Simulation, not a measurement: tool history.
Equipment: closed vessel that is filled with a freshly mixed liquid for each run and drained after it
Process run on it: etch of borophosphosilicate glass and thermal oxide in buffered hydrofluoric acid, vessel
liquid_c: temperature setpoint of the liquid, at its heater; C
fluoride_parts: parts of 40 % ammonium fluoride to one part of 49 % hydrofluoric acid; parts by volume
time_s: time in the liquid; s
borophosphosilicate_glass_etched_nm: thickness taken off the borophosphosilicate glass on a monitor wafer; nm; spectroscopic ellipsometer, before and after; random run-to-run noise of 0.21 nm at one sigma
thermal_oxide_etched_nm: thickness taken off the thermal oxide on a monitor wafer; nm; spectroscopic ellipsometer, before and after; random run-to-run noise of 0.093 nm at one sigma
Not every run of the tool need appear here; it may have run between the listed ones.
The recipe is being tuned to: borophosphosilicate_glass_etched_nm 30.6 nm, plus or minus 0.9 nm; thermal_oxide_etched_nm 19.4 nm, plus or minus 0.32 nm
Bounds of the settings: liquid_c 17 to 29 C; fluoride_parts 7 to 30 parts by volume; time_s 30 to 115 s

| run | day | liquid_c | fluoride_parts | time_s | borophosphosilicate_glass_etched_nm | thermal_oxide_etched_nm |
|---|---|---|---|---|---|---|
| 1 | 0 | 21 | 20 | 60 | 49.834 | 31.632 |
| 2 | 0.167 | 21 | 20 | 50 | 41.742 | 26.133 |
| 3 | 0.379 | 20 | 20.5 | 50 | 38.994 | 24.204 |
| 4 | 0.671 | 20 | 20.5 | 65 | 49.882 | 31.64 |
| 5 | 0.717 | 19 | 22.5 | 65 | 44.484 | 27.942 |
| 6 | 0.908 | 17 | 22.5 | 65 | 39.723 | 25.24 |
| 7 | 0.958 | 17 | 24.5 | 65 | 38.074 | 23.62 |
| 8 | 1.171 | 17 | 25.5 | 65 | 36.5 | 22.799 |
| 9 | 1.258 | 17 | 26.5 | 65 | 35.16 | 22.423 |
| 10 | 1.308 | 17 | 27.5 | 65 | 34.614 | 21.736 |
| 11 | 1.538 | 17 | 28 | 65 | 34.315 | 21.488 |
| 12 | 1.729 | 17 | 28.5 | 65 | 33.541 | 21.375 |
| 13 | 1.958 | 17 | 30 | 60 | 29.817 | 18.945 |

Which single option among these 5 for the next run brings every result within its allowed miss of target? Just one does.
| A | 2.188 | 20 | 30 | 50 | ? | ? |
| B | 2.188 | 17 | 27 | 55 | ? | ? |
| C | 2.188 | 29 | 30 | 30 | ? | ? |
| D | 2.188 | 19 | 30 | 55 | ? | ? |
| E | 2.188 | 21.5 | 30 | 45 | ? | ? |

| move | borophosphosilicate_glass_etched_nm | thermal_oxide_etched_nm |
|---|---|---|
| A | 29.565 | 18.677 |
| B | 29.559 | 18.632 |
| C | 28.951 | 18.37 |
| D | 30.752 | 19.414 |
| E | 28.921 | 18.285 |
A: its largest miss is bigger than the last run's
B: its largest miss is bigger than the last run's
C: its largest miss is bigger than the last run's
D: every result within its allowed miss
E: its largest miss is bigger than the last run's
The right move is D.
